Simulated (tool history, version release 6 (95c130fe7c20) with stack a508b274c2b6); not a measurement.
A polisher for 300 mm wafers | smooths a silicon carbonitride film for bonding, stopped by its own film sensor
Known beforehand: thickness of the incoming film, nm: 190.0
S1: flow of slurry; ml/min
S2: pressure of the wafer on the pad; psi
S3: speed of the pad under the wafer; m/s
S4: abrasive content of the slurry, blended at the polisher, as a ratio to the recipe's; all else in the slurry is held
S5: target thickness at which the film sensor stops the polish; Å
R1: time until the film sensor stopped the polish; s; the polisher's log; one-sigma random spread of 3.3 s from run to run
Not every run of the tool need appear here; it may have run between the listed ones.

run	hour	S1	S2	S3	S4	S5	R1
1	0	205	1.5	1.1	1	1580	201.01
2	4	205	1.7	1.1	1	1580	180.64
3	5.1	205	1.6	1.1	1	1580	189.32
4	12.8	205	1.5	1.1	1	1580	203.66
5	13.4	205	1.5	1.1	0.8	1580	231.63
6	17	205	1.3	1.08	0.8	1580	262.62
7	24.4	205	1.2	1.08	0.8	1580	280.4
8	28.3	200	1	1.08	0.8	1580	334.14
9	31.1	215	1	1.08	0.8	1580	326.5

Estimate the outcome of run 10 from the log above:
10	35.5	215	1	1.08	0.8	1580	?

R1: 323.17 s
